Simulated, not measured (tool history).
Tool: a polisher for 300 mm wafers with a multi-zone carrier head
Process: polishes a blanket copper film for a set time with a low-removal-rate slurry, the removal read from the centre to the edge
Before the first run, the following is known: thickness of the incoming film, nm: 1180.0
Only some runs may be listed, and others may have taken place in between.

run	hour	flow of slurry (ml/min)	pressure of the head's centre zone	pressure of the head's middle zone	pressure of the head's edge zone	abrasive content of the slurry	polishing time (s)	film removed at the wafer's centre (nm)	film removed at mid-radius (nm)	film removed at the wafer's edge (nm)
1	0	145	1	1	1	1	81	186.92	184.23	182.62
2	2.4	145	1.08	1	1	1	81	200	184.36	185.31
3	11	145	1.08	1	1	1	88	212.48	200.03	198.13
4	15.2	145	1.08	0.92	1	1	88	218.01	184.21	200.35
5	20.1	130	1.01	0.96	0.99	0.85	82	175.14	164.75	171.53
6	25.7	120	0.96	0.99	0.97	0.75	81	153.77	157.49	161.18
7	31.9	120	0.96	0.99	0.97	0.75	81	153.32	153.61	158.82

For run 8, what comes out?
8	34	115	0.92	1.02	0.93	0.7	80	?	?	?

Run 8 produced film removed at the wafer's centre (nm) 140.5, film removed at mid-radius (nm) 153.48, film removed at the wafer's edge (nm) 146.8.
